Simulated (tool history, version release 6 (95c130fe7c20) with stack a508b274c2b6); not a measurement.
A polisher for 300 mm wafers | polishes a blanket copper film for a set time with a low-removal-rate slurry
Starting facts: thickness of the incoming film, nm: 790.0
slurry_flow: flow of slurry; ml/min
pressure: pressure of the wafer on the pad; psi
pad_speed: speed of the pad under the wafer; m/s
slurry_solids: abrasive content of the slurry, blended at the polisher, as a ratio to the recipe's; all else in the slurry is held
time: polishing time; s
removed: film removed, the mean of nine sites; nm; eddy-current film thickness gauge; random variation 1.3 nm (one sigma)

run	hour	slurry_flow	pressure	pad_speed	slurry_solids	time	removed
1	0.0	275	2.3	0.98	1.0	40	105.08
2	5.7	280	2.6	0.98	1.0	40	117.10
3	6.5	280	2.8	0.98	1.0	40	124.88
4	8.9	280	3.0	1.00	1.0	40	135.68
# hour 17.9: slurry nozzle cleaned
5	17.9	285	3.1	1.02	1.0	40	146.65
6	24.1	285	3.6	1.02	1.0	40	171.13
7	29.4	290	3.6	1.04	1.0	40	173.94

Expected results for the next run?
8	30.4	290	3.6	1.06	1.0	40	?

removed: 177.98 nm
